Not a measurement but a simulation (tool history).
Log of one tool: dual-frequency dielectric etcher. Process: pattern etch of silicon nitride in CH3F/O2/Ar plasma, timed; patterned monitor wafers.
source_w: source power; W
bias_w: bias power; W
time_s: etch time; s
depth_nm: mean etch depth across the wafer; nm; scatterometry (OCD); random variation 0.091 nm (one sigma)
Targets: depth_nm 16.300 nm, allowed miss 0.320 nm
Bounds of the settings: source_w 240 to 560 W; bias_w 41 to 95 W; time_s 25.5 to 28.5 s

Run 1, day 0.000: source_w 400 W, bias_w 68 W, time_s 28.5 s. Result: depth_nm 18.649 nm.
Run 2, day 0.146: source_w 470 W, bias_w 68 W, time_s 28.5 s. Result: depth_nm 19.915 nm.
Run 3, day 0.321: source_w 520 W, bias_w 68 W, time_s 28.5 s. Result: depth_nm 20.643 nm.
Run 4, day 0.396: source_w 490 W, bias_w 67 W, time_s 28.5 s. Result: depth_nm 20.120 nm.
Run 5, day 0.508: source_w 490 W, bias_w 75 W, time_s 28.5 s. Result: depth_nm 20.858 nm.
Run 6, day 0.662: source_w 490 W, bias_w 64 W, time_s 28.5 s. Result: depth_nm 19.438 nm.
Run 7, day 1.025: source_w 490 W, bias_w 64 W, time_s 28.5 s. Result: depth_nm 19.450 nm.
Run 8, day 1.258: source_w 470 W, bias_w 63 W, time_s 28.5 s. Result: depth_nm 19.166 nm.
Run 9, day 1.596: source_w 470 W, bias_w 63 W, time_s 28.5 s. Result: depth_nm 19.304 nm.
Run 10, day 1.954: source_w 450 W, bias_w 62 W, time_s 28.5 s. Result: depth_nm 18.695 nm.
Run 11, day 2.300: source_w 430 W, bias_w 61 W, time_s 28.5 s. Result: depth_nm 18.463 nm.
Run 12, day 2.412: source_w 410 W, bias_w 60 W, time_s 28.5 s. Result: depth_nm 17.941 nm.
Run 13, day 2.717: source_w 400 W, bias_w 60 W, time_s 28.5 s. Result: depth_nm 17.647 nm.

5 next moves are on the table. One of them brings every result within its allowed miss. Which?
Run A, day 3.021: source_w 460 W, bias_w 70 W, time_s 28.0 s. Result: depth_nm ?.
Run B, day 3.021: source_w 390 W, bias_w 51 W, time_s 28.5 s. Result: depth_nm ?.
Run C, day 3.021: source_w 530 W, bias_w 69 W, time_s 25.5 s. Result: depth_nm ?.
Run D, day 3.021: source_w 380 W, bias_w 69 W, time_s 26.5 s. Result: depth_nm ?.
Run E, day 3.021: source_w 440 W, bias_w 67 W, time_s 28.5 s. Result: depth_nm ?.

move  depth_nm
   A    19.709
   B    16.417
   C    18.790
   D    17.291
   E    19.362
A: further off than the last run
B: meets every target
C: further off than the last run
D: nearer than the last run, and not there yet
E: further off than the last run
Move B is the one to make.

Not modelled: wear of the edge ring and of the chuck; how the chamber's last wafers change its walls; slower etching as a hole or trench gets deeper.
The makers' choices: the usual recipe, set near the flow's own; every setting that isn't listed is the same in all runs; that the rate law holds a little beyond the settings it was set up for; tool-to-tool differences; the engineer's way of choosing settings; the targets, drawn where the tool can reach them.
